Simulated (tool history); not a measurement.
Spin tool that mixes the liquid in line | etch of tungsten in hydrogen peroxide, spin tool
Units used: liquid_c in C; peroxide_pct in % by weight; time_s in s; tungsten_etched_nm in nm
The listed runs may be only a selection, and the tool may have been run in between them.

run 1 day=0 | liquid_c=54 peroxide_pct=23.5 time_s=15 | tungsten_etched_nm=23.76
run 2 day=0.204 | liquid_c=54 peroxide_pct=26 time_s=15 | tungsten_etched_nm=24.772
run 3 day=0.317 | liquid_c=54 peroxide_pct=24 time_s=15 | tungsten_etched_nm=23.987
run 4 day=0.542 | liquid_c=54 peroxide_pct=24 time_s=15 | tungsten_etched_nm=24.392
run 5 day=0.646 | liquid_c=54 peroxide_pct=24 time_s=15 | tungsten_etched_nm=24.038
run 6 day=0.971 | liquid_c=59.5 peroxide_pct=24 time_s=15 | tungsten_etched_nm=33.841
run 7 day=1.238 | liquid_c=58 peroxide_pct=24 time_s=15 | tungsten_etched_nm=30.414
run 8 day=1.362 | liquid_c=57 peroxide_pct=24 time_s=15 | tungsten_etched_nm=28.623
run 9 day=1.55 | liquid_c=56 peroxide_pct=24 time_s=15 | tungsten_etched_nm=27.454
run 10 day=1.654 | liquid_c=55 peroxide_pct=24 time_s=15 | tungsten_etched_nm=25.765
run 11 day=1.979 | liquid_c=54 peroxide_pct=24 time_s=15 | tungsten_etched_nm=23.822
run 12 day=2.333 | liquid_c=53.5 peroxide_pct=24 time_s=15 | tungsten_etched_nm=23.535
run 13 day=2.512 | liquid_c=53 peroxide_pct=24 time_s=15 | tungsten_etched_nm=23.127
run 14 day=2.758 | liquid_c=53 peroxide_pct=24 time_s=15 | tungsten_etched_nm=22.599
run 15 day=3.121 | liquid_c=52.5 peroxide_pct=24 time_s=15 | tungsten_etched_nm=22.051
run 16 day=3.146 | liquid_c=52 peroxide_pct=24 time_s=15 | tungsten_etched_nm=21.915
run 17 day=3.317 | liquid_c=51.5 peroxide_pct=24 time_s=15 | tungsten_etched_nm=20.836

Run 18 is up next; what results do you expect?
run 18 day=3.388 | liquid_c=51 peroxide_pct=24 time_s=15 | tungsten_etched_nm=?

{"run 18": {"tungsten_etched_nm": 20.483}}

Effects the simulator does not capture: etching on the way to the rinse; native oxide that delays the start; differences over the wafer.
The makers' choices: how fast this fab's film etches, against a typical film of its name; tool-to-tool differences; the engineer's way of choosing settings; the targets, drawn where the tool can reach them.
